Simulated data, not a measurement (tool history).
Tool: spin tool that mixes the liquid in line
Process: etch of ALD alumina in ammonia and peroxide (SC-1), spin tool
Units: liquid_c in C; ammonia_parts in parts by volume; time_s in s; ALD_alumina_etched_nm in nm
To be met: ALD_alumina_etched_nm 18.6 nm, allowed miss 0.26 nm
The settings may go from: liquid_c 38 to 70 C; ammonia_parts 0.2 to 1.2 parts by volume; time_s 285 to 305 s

run,hour,liquid_c,ammonia_parts,time_s,ALD_alumina_etched_nm
1,0,54,0.75,285,16.329
2,7.1,54.5,0.75,285,16.782
3,13.7,55,0.75,285,17.234
4,19.2,59,0.75,285,21.142
5,21.7,54.5,0.75,285,16.73
6,24.5,55,0.75,285,17.241
# hour 26.7: thermometer replaced
7,26.7,55.5,0.75,285,16.241
8,31.1,55.5,0.75,285,16.233
9,31.6,56,0.75,285,16.767
10,34.6,56.5,0.75,285,17.153
11,41.6,57,0.75,285,17.641
12,43.3,57.5,0.75,285,17.957

Which of these 4 next moves meets every target?
A,45,56,0.8,295,?
B,45,56,1.1,300,?
C,45,56,0.65,305,?
D,45,57,1.1,290,?

move,ALD_alumina_etched_nm
A,17.314
B,18.148
C,17.552
D,18.49
A: further off than the last run
B: nearer than the last run, and not there yet
C: further off than the last run
D: meets every target
Answer: D
